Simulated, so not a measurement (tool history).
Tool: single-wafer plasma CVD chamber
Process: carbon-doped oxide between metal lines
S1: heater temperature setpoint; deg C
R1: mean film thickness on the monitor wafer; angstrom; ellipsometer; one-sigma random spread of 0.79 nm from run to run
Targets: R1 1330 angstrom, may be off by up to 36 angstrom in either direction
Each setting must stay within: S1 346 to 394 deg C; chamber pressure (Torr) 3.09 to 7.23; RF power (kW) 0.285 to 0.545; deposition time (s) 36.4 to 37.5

{"run": 1, "hour": 0.0, "S1": 370, "chamber pressure (Torr)": 5.16, "RF power (kW)": 0.415, "deposition time (s)": 36.4, "R1": 1502.3}
{"run": 2, "hour": 4.8, "S1": 371, "chamber pressure (Torr)": 5, "RF power (kW)": 0.4, "deposition time (s)": 36.4, "R1": 1451.4}
{"run": 3, "hour": 9.9, "S1": 371, "chamber pressure (Torr)": 5, "RF power (kW)": 0.44, "deposition time (s)": 36.4, "R1": 1585.4}
{"run": 4, "hour": 11.3, "S1": 371, "chamber pressure (Torr)": 5, "RF power (kW)": 0.44, "deposition time (s)": 37.5, "R1": 1633.2}
{"run": 5, "hour": 17.6, "S1": 371, "chamber pressure (Torr)": 4.94, "RF power (kW)": 0.415, "deposition time (s)": 37.3, "R1": 1534.2}
{"run": 6, "hour": 18.9, "S1": 363, "chamber pressure (Torr)": 4.94, "RF power (kW)": 0.415, "deposition time (s)": 37.3, "R1": 1551}
{"run": 7, "hour": 25.5, "S1": 363, "chamber pressure (Torr)": 4.88, "RF power (kW)": 0.395, "deposition time (s)": 37.2, "R1": 1489.7}
{"run": 8, "hour": 26.5, "S1": 363, "chamber pressure (Torr)": 4.83, "RF power (kW)": 0.38, "deposition time (s)": 37.1, "R1": 1417.8}

Of the 5 settings listed for the next run, only one would bring every result within its allowed miss of target. Which one?
{"run": "A", "hour": 27.5, "S1": 367, "chamber pressure (Torr)": 4.31, "RF power (kW)": 0.355, "deposition time (s)": 36.4, "R1": "?"}
{"run": "B", "hour": 27.5, "S1": 350, "chamber pressure (Torr)": 4.75, "RF power (kW)": 0.355, "deposition time (s)": 36.4, "R1": "?"}
{"run": "C", "hour": 27.5, "S1": 360, "chamber pressure (Torr)": 4.72, "RF power (kW)": 0.38, "deposition time (s)": 36.4, "R1": "?"}
{"run": "D", "hour": 27.5, "S1": 358, "chamber pressure (Torr)": 6, "RF power (kW)": 0.395, "deposition time (s)": 36.4, "R1": "?"}
{"run": "E", "hour": 27.5, "S1": 360, "chamber pressure (Torr)": 4.3, "RF power (kW)": 0.405, "deposition time (s)": 37.1, "R1": "?"}

move=A R1=1267.4
move=B R1=1337.8
move=C R1=1401.1
move=D R1=1512.1
move=E R1=1502.1
A: the result that was furthest off in the last run now lies on the other side of its target
B: all results in spec
C: better than the last run, though not everything is in spec
D: lands further from the targets than the last run did
E: lands further from the targets than the last run did
The move that meets every target is B.
